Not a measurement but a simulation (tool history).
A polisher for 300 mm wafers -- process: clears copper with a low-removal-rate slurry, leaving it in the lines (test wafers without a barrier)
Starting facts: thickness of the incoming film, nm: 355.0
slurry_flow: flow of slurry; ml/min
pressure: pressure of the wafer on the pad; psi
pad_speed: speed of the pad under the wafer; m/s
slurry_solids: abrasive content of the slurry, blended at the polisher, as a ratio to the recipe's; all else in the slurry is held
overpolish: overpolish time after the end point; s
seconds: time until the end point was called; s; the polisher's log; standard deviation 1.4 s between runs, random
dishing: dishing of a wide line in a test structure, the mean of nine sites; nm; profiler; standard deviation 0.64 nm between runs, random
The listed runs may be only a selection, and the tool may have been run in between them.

run	hour	slurry_flow	pressure	pad_speed	slurry_solids	overpolish	seconds	dishing
1	0.0	255	3.9	1.20	1.0	17	95.716	33.362
2	3.6	255	3.9	1.44	1.0	17	80.977	37.140
3	7.4	255	3.9	1.44	0.8	17	84.968	36.372
4	13.1	255	3.2	1.44	0.8	17	100.380	31.891
5	15.3	255	3.0	1.44	0.8	19	108.260	33.447
6	17.1	255	2.9	1.44	0.8	20	112.030	33.374
7	19.4	255	2.8	1.44	0.8	21	116.440	33.719
8	23.1	255	2.8	1.44	0.8	22	115.060	34.595
9	24.9	255	2.7	1.44	0.8	23	120.520	34.744

What does the tool deliver on the next run?
10	29.8	255	2.7	1.44	0.8	24	?	?

seconds: 120.070 s
dishing: 35.888 nm
